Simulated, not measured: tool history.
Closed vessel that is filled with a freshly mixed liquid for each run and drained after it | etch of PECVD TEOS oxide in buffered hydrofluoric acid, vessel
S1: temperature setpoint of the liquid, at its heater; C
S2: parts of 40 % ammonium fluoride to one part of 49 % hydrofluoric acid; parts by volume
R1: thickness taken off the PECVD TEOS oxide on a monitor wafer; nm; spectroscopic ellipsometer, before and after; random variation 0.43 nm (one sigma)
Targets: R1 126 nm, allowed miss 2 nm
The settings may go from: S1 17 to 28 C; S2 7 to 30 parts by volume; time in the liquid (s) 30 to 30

{"run": 1, "hour": 0.0, "S1": 20, "S2": 19, "time in the liquid (s)": 30, "R1": 49.597}
{"run": 2, "hour": 6.6, "S1": 21.5, "S2": 17, "time in the liquid (s)": 30, "R1": 59.83}
{"run": 3, "hour": 13.1, "S1": 23, "S2": 15.5, "time in the liquid (s)": 30, "R1": 71.275}
{"run": 4, "hour": 20.7, "S1": 20, "S2": 15.5, "time in the liquid (s)": 30, "R1": 60.251}
{"run": 5, "hour": 25.4, "S1": 20, "S2": 18, "time in the liquid (s)": 30, "R1": 52.188}
{"run": 6, "hour": 26.9, "S1": 21.5, "S2": 16.5, "time in the liquid (s)": 30, "R1": 61.831}
{"run": 7, "hour": 35.8, "S1": 23, "S2": 15, "time in the liquid (s)": 30, "R1": 74.041}
{"run": 8, "hour": 38.5, "S1": 24, "S2": 14, "time in the liquid (s)": 30, "R1": 83.469}
{"run": 9, "hour": 45.1, "S1": 25, "S2": 13.5, "time in the liquid (s)": 30, "R1": 91.851}
{"run": 10, "hour": 50.9, "S1": 25.5, "S2": 13, "time in the liquid (s)": 30, "R1": 97.441}
{"run": 11, "hour": 54.9, "S1": 26, "S2": 12.5, "time in the liquid (s)": 30, "R1": 103.89}
{"run": 12, "hour": 63.0, "S1": 28, "S2": 10.5, "time in the liquid (s)": 30, "R1": 137.27}
{"run": 13, "hour": 71.2, "S1": 27.5, "S2": 10.5, "time in the liquid (s)": 30, "R1": 133.24}

Which of these 4 next moves meets every target?
{"run": "A", "hour": 79.4, "S1": 26, "S2": 10, "time in the liquid (s)": 30, "R1": "?"}
{"run": "B", "hour": 79.4, "S1": 26.5, "S2": 10.5, "time in the liquid (s)": 30, "R1": "?"}
{"run": "C", "hour": 79.4, "S1": 28, "S2": 11, "time in the liquid (s)": 30, "R1": "?"}
{"run": "D", "hour": 79.4, "S1": 25, "S2": 9, "time in the liquid (s)": 30, "R1": "?"}

move=A R1=129.35
move=B R1=126.71
move=C R1=131.2
move=D R1=130.94
A: nearer than the last run, and not there yet
B: meets every target
C: nearer than the last run, and not there yet
D: nearer than the last run, and not there yet
Answer: B
